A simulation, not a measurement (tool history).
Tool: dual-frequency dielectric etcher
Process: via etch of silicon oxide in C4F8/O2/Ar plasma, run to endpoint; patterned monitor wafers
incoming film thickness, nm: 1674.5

Run 1, hour 0: source power (W) 2330, bias power (W) 2208. Result: endpoint time (s) 298.9.
Run 2, hour 5.8: source power (W) 2190, bias power (W) 2146. Result: endpoint time (s) 310.39.
Run 3, hour 11.8: source power (W) 2030, bias power (W) 2146. Result: endpoint time (s) 323.89.
Run 4, hour 16: source power (W) 2280, bias power (W) 2146. Result: endpoint time (s) 307.74.
Run 5, hour 19.7: source power (W) 2280, bias power (W) 1869. Result: endpoint time (s) 314.27.
Run 6, hour 24.7: source power (W) 2190, bias power (W) 1839. Result: endpoint time (s) 319.89.
Run 7, hour 27.7: source power (W) 2110, bias power (W) 1812. Result: endpoint time (s) 327.72.
Run 8, hour 35.2: source power (W) 2050, bias power (W) 1793. Result: endpoint time (s) 338.93.

Run 9 comes next. What will it give?
Run 9, hour 39.6: source power (W) 2020, bias power (W) 1786. Result: endpoint time (s) ?.

{"run 9": {"endpoint time (s)": 340.52}}

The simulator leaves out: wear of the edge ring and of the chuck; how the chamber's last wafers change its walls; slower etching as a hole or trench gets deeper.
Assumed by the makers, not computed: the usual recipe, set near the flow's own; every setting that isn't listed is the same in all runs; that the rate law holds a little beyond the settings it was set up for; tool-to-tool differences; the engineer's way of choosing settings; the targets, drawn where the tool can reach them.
